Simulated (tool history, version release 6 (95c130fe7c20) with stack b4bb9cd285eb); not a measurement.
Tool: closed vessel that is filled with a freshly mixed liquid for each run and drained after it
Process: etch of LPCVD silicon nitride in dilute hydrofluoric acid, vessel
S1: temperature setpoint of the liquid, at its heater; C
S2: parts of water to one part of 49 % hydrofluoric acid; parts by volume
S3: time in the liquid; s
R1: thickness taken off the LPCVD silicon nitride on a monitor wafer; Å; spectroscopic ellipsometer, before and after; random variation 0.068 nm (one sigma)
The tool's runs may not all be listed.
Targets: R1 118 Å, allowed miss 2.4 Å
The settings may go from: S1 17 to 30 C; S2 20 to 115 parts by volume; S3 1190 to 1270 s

run	hour	S1	S2	S3	R1
1	0	22	65	1190	72.379
2	3.4	19	65	1190	59.554
3	4.8	19	50	1190	75.841
4	13.6	21.5	50	1190	90.391
5	22.5	21.5	50	1270	96.949
6	28	21.5	35	1270	135.77
7	30.4	21	35	1270	131.32
8	35.5	20	35	1270	121.82

Which of these 5 next moves meets every target?
A	40.6	18.5	35	1270	?
B	40.6	19.5	35	1270	?
C	40.6	21	40	1215	?
D	40.6	25.5	50	1270	?
E	40.6	21	40	1255	?

move	R1
A	110.87
B	118.96
C	111.04
D	126.77
E	114.69
A: takes the result that was furthest off past its target
B: meets every target
C: takes the result that was furthest off past its target
D: further off than the last run
E: takes the result that was furthest off past its target
The right move is B.

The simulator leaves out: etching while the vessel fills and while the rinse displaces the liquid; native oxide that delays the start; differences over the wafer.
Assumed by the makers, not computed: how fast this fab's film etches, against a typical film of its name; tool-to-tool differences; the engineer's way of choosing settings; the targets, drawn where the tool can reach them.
